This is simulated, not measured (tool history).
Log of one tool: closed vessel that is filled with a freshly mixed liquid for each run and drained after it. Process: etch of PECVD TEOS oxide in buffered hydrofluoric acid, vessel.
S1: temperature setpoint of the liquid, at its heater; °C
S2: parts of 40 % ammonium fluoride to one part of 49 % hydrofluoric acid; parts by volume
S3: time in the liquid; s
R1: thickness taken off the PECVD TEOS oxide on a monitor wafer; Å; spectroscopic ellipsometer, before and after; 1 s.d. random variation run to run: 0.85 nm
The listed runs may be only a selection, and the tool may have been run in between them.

{"run": 1, "hour": 0.0, "S1": 21, "S2": 12.5, "S3": 100, "R1": 1424.7}
{"run": 2, "hour": 2.9, "S1": 20.5, "S2": 13, "S3": 100, "R1": 1348}
{"run": 3, "hour": 6.9, "S1": 20.5, "S2": 13, "S3": 110, "R1": 1505.9}
{"run": 4, "hour": 15.1, "S1": 20, "S2": 13.5, "S3": 110, "R1": 1418.9}
{"run": 5, "hour": 21.7, "S1": 19.5, "S2": 14, "S3": 110, "R1": 1320.4}
{"run": 6, "hour": 30.9, "S1": 19, "S2": 14.5, "S3": 110, "R1": 1233.3}
{"run": 7, "hour": 37.5, "S1": 18.5, "S2": 15, "S3": 110, "R1": 1159.5}
{"run": 8, "hour": 42.3, "S1": 18.5, "S2": 15, "S3": 110, "R1": 1164.9}
{"run": 9, "hour": 49.3, "S1": 18, "S2": 15.5, "S3": 110, "R1": 1085.3}
{"run": 10, "hour": 56.1, "S1": 17.5, "S2": 16, "S3": 110, "R1": 1024.6}

Predict the results of run 11:
{"run": 11, "hour": 57.9, "S1": 17, "S2": 16.5, "S3": 110, "R1": "?"}

{"run 11": {"R1": 963.28}}
